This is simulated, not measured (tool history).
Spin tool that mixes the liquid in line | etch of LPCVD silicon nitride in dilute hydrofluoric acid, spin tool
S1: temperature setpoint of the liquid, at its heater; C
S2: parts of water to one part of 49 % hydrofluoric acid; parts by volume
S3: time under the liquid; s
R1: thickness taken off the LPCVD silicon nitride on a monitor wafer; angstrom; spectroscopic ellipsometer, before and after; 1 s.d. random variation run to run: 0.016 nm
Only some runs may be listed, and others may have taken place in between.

Run 1, hour 0.0: S1 20.0 C, S2 85 parts by volume, S3 55 s. Result: R1 2.2130 angstrom.
Run 2, hour 6.0: S1 20.0 C, S2 85 parts by volume, S3 55 s. Result: R1 2.3059 angstrom.
Run 3, hour 7.6: S1 20.0 C, S2 65 parts by volume, S3 55 s. Result: R1 2.8536 angstrom.
Run 4, hour 14.7: S1 23.0 C, S2 65 parts by volume, S3 55 s. Result: R1 3.5920 angstrom.
Run 5, hour 17.4: S1 24.0 C, S2 65 parts by volume, S3 55 s. Result: R1 3.5435 angstrom.
Run 6, hour 21.4: S1 24.5 C, S2 60 parts by volume, S3 55 s. Result: R1 4.1689 angstrom.

Run 7 has not been measured yet. What should we expect?
Run 7, hour 28.9: S1 25.0 C, S2 60 parts by volume, S3 55 s. Result: R1 ?.

{"run 7": {"R1": 4.2758}}
